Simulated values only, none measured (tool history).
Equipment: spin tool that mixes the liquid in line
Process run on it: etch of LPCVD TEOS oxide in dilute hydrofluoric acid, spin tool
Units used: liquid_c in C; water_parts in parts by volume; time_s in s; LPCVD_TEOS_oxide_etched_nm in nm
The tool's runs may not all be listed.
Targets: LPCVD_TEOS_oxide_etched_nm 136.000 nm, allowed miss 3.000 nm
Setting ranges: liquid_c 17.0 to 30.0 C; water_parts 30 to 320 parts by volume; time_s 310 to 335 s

{"run": 1, "hour": 0.0, "liquid_c": 22.0, "water_parts": 175, "time_s": 310, "LPCVD_TEOS_oxide_etched_nm": 90.356}
{"run": 2, "hour": 5.5, "liquid_c": 22.0, "water_parts": 175, "time_s": 335, "LPCVD_TEOS_oxide_etched_nm": 97.633}
{"run": 3, "hour": 11.1, "liquid_c": 20.5, "water_parts": 175, "time_s": 335, "LPCVD_TEOS_oxide_etched_nm": 92.452}
{"run": 4, "hour": 19.5, "liquid_c": 20.5, "water_parts": 175, "time_s": 310, "LPCVD_TEOS_oxide_etched_nm": 84.375}
{"run": 5, "hour": 27.7, "liquid_c": 23.0, "water_parts": 170, "time_s": 310, "LPCVD_TEOS_oxide_etched_nm": 96.45}
{"run": 6, "hour": 29.4, "liquid_c": 25.0, "water_parts": 170, "time_s": 310, "LPCVD_TEOS_oxide_etched_nm": 104.83}
{"run": 7, "hour": 34.5, "liquid_c": 26.5, "water_parts": 170, "time_s": 310, "LPCVD_TEOS_oxide_etched_nm": 111.09}
{"run": 8, "hour": 38.4, "liquid_c": 27.5, "water_parts": 165, "time_s": 310, "LPCVD_TEOS_oxide_etched_nm": 117.13}
{"run": 9, "hour": 43.5, "liquid_c": 30.0, "water_parts": 150, "time_s": 310, "LPCVD_TEOS_oxide_etched_nm": 145.62}
{"run": 10, "hour": 48.3, "liquid_c": 29.5, "water_parts": 150, "time_s": 310, "LPCVD_TEOS_oxide_etched_nm": 144.12}
{"run": 11, "hour": 51.3, "liquid_c": 29.0, "water_parts": 150, "time_s": 310, "LPCVD_TEOS_oxide_etched_nm": 141.3}

Which of these 4 next moves meets every target?
{"run": "A", "hour": 54.3, "liquid_c": 23.0, "water_parts": 125, "time_s": 325, "LPCVD_TEOS_oxide_etched_nm": "?"}
{"run": "B", "hour": 54.3, "liquid_c": 29.5, "water_parts": 150, "time_s": 315, "LPCVD_TEOS_oxide_etched_nm": "?"}
{"run": "C", "hour": 54.3, "liquid_c": 27.5, "water_parts": 150, "time_s": 320, "LPCVD_TEOS_oxide_etched_nm": "?"}
{"run": "D", "hour": 54.3, "liquid_c": 25.5, "water_parts": 140, "time_s": 335, "LPCVD_TEOS_oxide_etched_nm": "?"}

move=A LPCVD_TEOS_oxide_etched_nm=145.210
move=B LPCVD_TEOS_oxide_etched_nm=146.070
move=C LPCVD_TEOS_oxide_etched_nm=137.820
move=D LPCVD_TEOS_oxide_etched_nm=144.950
A: further off than the last run
B: further off than the last run
C: in spec on every target
D: further off than the last run
So the answer is move C, the one that meets all the targets.
